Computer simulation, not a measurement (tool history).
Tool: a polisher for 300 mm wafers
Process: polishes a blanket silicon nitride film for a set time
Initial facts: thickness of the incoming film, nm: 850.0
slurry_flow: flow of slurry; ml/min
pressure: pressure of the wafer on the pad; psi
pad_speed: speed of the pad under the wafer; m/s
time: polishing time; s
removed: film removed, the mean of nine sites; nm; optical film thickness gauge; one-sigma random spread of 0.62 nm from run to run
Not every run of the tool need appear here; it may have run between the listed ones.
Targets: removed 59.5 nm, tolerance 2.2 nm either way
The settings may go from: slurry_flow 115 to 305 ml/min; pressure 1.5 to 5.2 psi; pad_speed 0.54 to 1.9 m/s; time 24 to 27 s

| run | hour | slurry_flow | pressure | pad_speed | time | removed |
|---|---|---|---|---|---|---|
| 1 | 0 | 195 | 3.3 | 1.22 | 27 | 41.658 |
| 2 | 4.4 | 195 | 3.3 | 1.08 | 27 | 38.068 |
| 3 | 9 | 150 | 3.3 | 1.08 | 27 | 36.646 |
| 4 | 13.9 | 180 | 3.3 | 1.08 | 27 | 37.974 |
| 5 | 19.1 | 215 | 3.3 | 1.08 | 27 | 38.972 |
| 6 | 27.5 | 220 | 3.5 | 1.08 | 27 | 41.211 |
| 7 | 30.3 | 220 | 3.7 | 1.08 | 27 | 43.72 |
| 8 | 37.8 | 220 | 3.9 | 1.08 | 27 | 45.592 |
| 9 | 42.6 | 225 | 4.1 | 1.08 | 27 | 47.648 |
| 10 | 51.3 | 230 | 4.2 | 1.08 | 27 | 48.958 |

Exercise: of the 4 proposed moves below, exactly one satisfies all targets within the stated allowed misses. Which move is it?
| A | 60 | 230 | 5 | 1.26 | 27 | ? |
| B | 60 | 210 | 4.1 | 1.12 | 24 | ? |
| C | 60 | 215 | 4.6 | 0.94 | 25 | ? |
| D | 60 | 240 | 5.2 | 1.02 | 27 | ? |

| move | removed |
|---|---|
| A | 66.086 |
| B | 43.511 |
| C | 44.225 |
| D | 58.294 |
A: pushes the last run's worst result past its target
B: lands further from the targets than the last run did
C: lands further from the targets than the last run did
D: every result within its allowed miss
Move D is the one to make.
